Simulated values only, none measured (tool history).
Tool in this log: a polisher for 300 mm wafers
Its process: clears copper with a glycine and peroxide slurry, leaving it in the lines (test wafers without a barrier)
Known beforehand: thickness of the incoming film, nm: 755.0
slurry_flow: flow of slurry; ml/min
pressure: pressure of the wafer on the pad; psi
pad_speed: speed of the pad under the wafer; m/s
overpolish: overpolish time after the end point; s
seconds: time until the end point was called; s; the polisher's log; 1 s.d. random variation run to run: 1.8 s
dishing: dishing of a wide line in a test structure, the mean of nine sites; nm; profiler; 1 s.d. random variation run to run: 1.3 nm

Run 1, hour 0: slurry_flow 225 ml/min, pressure 3.1 psi, pad_speed 0.92 m/s, overpolish 21 s. Result: seconds 138.28 s, dishing 73.006 nm.
Run 2, hour 6.9: slurry_flow 225 ml/min, pressure 2.9 psi, pad_speed 0.92 m/s, overpolish 22 s. Result: seconds 145.26 s, dishing 75.183 nm.
Run 3, hour 15.8: slurry_flow 225 ml/min, pressure 2.8 psi, pad_speed 0.92 m/s, overpolish 23 s. Result: seconds 147.51 s, dishing 71.144 nm.
Run 4, hour 21.6: slurry_flow 195 ml/min, pressure 2.8 psi, pad_speed 0.92 m/s, overpolish 23 s. Result: seconds 147.63 s, dishing 72.378 nm.
Run 5, hour 26.5: slurry_flow 195 ml/min, pressure 2.8 psi, pad_speed 1.02 m/s, overpolish 23 s. Result: seconds 141.69 s, dishing 74.594 nm.
Run 6, hour 35.1: slurry_flow 195 ml/min, pressure 2.7 psi, pad_speed 1.02 m/s, overpolish 24 s. Result: seconds 146.23 s, dishing 75.15 nm.

What does the tool deliver on the next run?
Run 7, hour 36.9: slurry_flow 195 ml/min, pressure 2.6 psi, pad_speed 1.02 m/s, overpolish 25 s. Result: seconds ?, dishing ?.

Run 7 measured seconds 148.32 s, dishing 76.508 nm.
